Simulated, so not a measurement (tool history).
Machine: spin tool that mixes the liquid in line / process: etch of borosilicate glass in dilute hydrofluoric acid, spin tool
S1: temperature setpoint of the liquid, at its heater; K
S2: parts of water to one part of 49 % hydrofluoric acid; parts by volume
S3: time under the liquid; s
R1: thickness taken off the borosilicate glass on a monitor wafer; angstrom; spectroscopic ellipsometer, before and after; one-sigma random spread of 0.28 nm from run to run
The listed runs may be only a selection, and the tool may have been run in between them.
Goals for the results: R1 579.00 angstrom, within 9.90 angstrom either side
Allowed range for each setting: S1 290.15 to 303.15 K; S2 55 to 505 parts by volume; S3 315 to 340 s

run    day      S1   S2   S3      R1
  1  0.000  295.15  280  315  186.15
  2  0.067  296.65  240  315  236.58
  3  0.388  296.65  240  315  237.73
  4  0.638  296.65  295  315  182.04
  5  0.717  298.15  255  315  232.56
  6  0.788  298.15  255  315  232.87
  7  0.896  299.15  225  315  281.59
  8  1.029  300.15  200  315  338.79
  9  1.079  300.65  185  315  376.73
 10  1.238  303.15  100  315  863.65
 11  1.600  299.15  100  315  734.10

Exactly one of the 4 candidate moves below puts every result within its allowed miss. Which one?
  A  1.962  298.65  130  340   ?
  B  1.962  301.15  140  320   ?
  C  1.962  300.15  140  340   ?
  D  1.962  300.15  140  320   ?

move      R1
   A  574.62
   B  544.86
   C  557.79
   D  524.98
A: every result lands within tolerance
B: takes the biggest miss from the last run beyond its target
C: takes the biggest miss from the last run beyond its target
D: takes the biggest miss from the last run beyond its target
Move A is the one to make.
